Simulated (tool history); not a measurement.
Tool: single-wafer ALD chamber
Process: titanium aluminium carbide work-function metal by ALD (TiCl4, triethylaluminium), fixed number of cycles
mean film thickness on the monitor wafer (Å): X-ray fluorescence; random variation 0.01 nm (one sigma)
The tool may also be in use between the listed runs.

run	hour	heater temperature setpoint (deg C)	triethylaluminium pulse time (s)	mean film thickness on the monitor wafer (Å)
1	0.0	285	11.34	20.801
2	1.3	279	11.34	20.304
3	5.4	271	11.34	19.390
4	8.3	271	8.77	19.014
5	9.0	276	9.52	19.579
6	13.6	276	7.61	19.266
7	18.1	281	8.39	20.082
8	23.1	285	8.78	20.558

The next listed run, before its measurement:
9	28.9	297	12.29	?

{"run 9": {"mean film thickness on the monitor wafer (Å)": 22.328}}
